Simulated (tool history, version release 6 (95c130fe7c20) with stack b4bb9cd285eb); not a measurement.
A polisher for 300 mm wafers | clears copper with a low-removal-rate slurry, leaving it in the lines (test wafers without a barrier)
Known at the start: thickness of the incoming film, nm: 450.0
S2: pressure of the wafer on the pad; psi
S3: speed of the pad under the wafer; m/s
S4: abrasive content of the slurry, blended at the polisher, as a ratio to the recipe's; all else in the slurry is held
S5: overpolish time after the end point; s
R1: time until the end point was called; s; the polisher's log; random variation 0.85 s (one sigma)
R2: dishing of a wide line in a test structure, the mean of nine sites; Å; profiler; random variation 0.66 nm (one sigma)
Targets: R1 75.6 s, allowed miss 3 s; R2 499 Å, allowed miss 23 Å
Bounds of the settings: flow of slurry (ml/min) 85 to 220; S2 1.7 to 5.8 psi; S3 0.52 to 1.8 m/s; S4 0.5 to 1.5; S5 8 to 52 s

{"run": 1, "hour": 0.0, "flow of slurry (ml/min)": 140, "S2": 3.7, "S3": 1.16, "S4": 1, "S5": 26, "R1": 119.01, "R2": 560.7}
{"run": 2, "hour": 9.0, "flow of slurry (ml/min)": 150, "S2": 4.2, "S3": 1.18, "S4": 1, "S5": 20, "R1": 104.26, "R2": 518.05}
{"run": 3, "hour": 11.4, "flow of slurry (ml/min)": 155, "S2": 4.6, "S3": 1.18, "S4": 1, "S5": 17, "R1": 97.923, "R2": 477.86}
{"run": 4, "hour": 14.0, "flow of slurry (ml/min)": 155, "S2": 5, "S3": 1.18, "S4": 1, "S5": 16, "R1": 91.332, "R2": 473.5}
{"run": 5, "hour": 17.0, "flow of slurry (ml/min)": 160, "S2": 5.3, "S3": 1.18, "S4": 1, "S5": 16, "R1": 86.588, "R2": 511.1}
{"run": 6, "hour": 24.6, "flow of slurry (ml/min)": 160, "S2": 5.5, "S3": 1.2, "S4": 1, "S5": 15, "R1": 84.055, "R2": 478.92}
{"run": 7, "hour": 26.8, "flow of slurry (ml/min)": 165, "S2": 5.6, "S3": 1.22, "S4": 1, "S5": 15, "R1": 78.904, "R2": 508.26}
{"run": 8, "hour": 31.8, "flow of slurry (ml/min)": 170, "S2": 5.7, "S3": 1.22, "S4": 1, "S5": 15, "R1": 79.581, "R2": 516.03}

4 next moves are on the table. One of them brings every result within its allowed miss. Which?
{"run": "A", "hour": 36.8, "flow of slurry (ml/min)": 175, "S2": 5.3, "S3": 1.14, "S4": 1.1, "S5": 18, "R1": "?", "R2": "?"}
{"run": "B", "hour": 36.8, "flow of slurry (ml/min)": 190, "S2": 4.2, "S3": 1.52, "S4": 1.3, "S5": 14, "R1": "?", "R2": "?"}
{"run": "C", "hour": 36.8, "flow of slurry (ml/min)": 175, "S2": 5.8, "S3": 1.36, "S4": 1, "S5": 15, "R1": "?", "R2": "?"}
{"run": "D", "hour": 36.8, "flow of slurry (ml/min)": 170, "S2": 5.8, "S3": 1.46, "S4": 0.9, "S5": 13, "R1": "?", "R2": "?"}

move=A R1=85.459 R2=544.3
move=B R1=76.255 R2=484.33
move=C R1=70.926 R2=548.39
move=D R1=69.276 R2=499.98
A: further off than the last run
B: meets every target
C: takes the result that was furthest off past its target
D: takes the result that was furthest off past its target
Move B is the one to make.
